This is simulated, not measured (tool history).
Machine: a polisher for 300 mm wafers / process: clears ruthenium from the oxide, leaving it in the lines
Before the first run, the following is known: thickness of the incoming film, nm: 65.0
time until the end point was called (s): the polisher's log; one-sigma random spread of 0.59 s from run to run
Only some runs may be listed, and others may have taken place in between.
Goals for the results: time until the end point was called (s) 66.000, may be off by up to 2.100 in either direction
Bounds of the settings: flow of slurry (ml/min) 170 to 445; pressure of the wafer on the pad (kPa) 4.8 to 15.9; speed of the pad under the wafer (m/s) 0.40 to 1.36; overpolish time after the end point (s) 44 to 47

| run | hour | flow of slurry (ml/min) | pressure of the wafer on the pad (kPa) | speed of the pad under the wafer (m/s) | overpolish time after the end point (s) | time until the end point was called (s) |
|---|---|---|---|---|---|---|
| 1 | 0.0 | 285 | 10.3 | 0.88 | 44 | 119.770 |
| 2 | 1.2 | 285 | 10.3 | 0.78 | 44 | 136.150 |
| 3 | 2.2 | 285 | 12.4 | 0.78 | 44 | 113.190 |
| 4 | 10.7 | 285 | 12.4 | 0.90 | 44 | 102.150 |
| 5 | 12.5 | 285 | 13.1 | 0.94 | 44 | 94.002 |
| 6 | 17.3 | 285 | 13.8 | 0.96 | 44 | 88.627 |
| 7 | 21.7 | 285 | 14.5 | 1.00 | 44 | 81.216 |
|  | 27.0 | worn pad replaced by a new one |
| 8 | 27.0 | 285 | 14.5 | 1.02 | 44 | 72.020 |

Which single option among these 5 for the next run brings every result within its allowed miss of target? Just one does.
| A | 32.3 | 290 | 13.8 | 0.96 | 47 | ? |
| B | 32.3 | 305 | 12.4 | 1.26 | 47 | ? |
| C | 32.3 | 310 | 13.8 | 0.96 | 47 | ? |
| D | 32.3 | 270 | 15.9 | 0.94 | 47 | ? |
| E | 32.3 | 250 | 12.4 | 1.18 | 44 | ? |

| move | time until the end point was called (s) |
|---|---|
| A | 78.680 |
| B | 66.695 |
| C | 78.280 |
| D | 71.371 |
| E | 72.054 |
A: lands further from the targets than the last run did
B: in spec on every target
C: lands further from the targets than the last run did
D: gains on the last run, yet a result remains outside its allowed miss
E: about the same distance from the targets as the last run
Move B is the one to make.
